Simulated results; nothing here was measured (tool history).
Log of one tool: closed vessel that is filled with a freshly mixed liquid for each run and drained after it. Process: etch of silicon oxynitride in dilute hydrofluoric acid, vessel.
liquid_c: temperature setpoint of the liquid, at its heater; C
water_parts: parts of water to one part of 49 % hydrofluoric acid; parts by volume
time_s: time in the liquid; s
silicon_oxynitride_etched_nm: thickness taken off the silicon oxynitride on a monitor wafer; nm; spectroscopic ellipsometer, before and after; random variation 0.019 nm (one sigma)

run  hour  liquid_c  water_parts  time_s  silicon_oxynitride_etched_nm
  1     0        23          225     960                        5.8067
  2   6.1      24.5          225     960                        6.2112
  3    12      24.5          195     960                        7.3135
  4  14.9        22          195     960                        6.5633
  5  24.4        22          150     960                        8.7103
  6  31.1        22          150     960                        8.7306

The next listed run, before its measurement:
  7  32.8        18          240     955                             ?

{"run 7": {"silicon_oxynitride_etched_nm": 4.2781}}
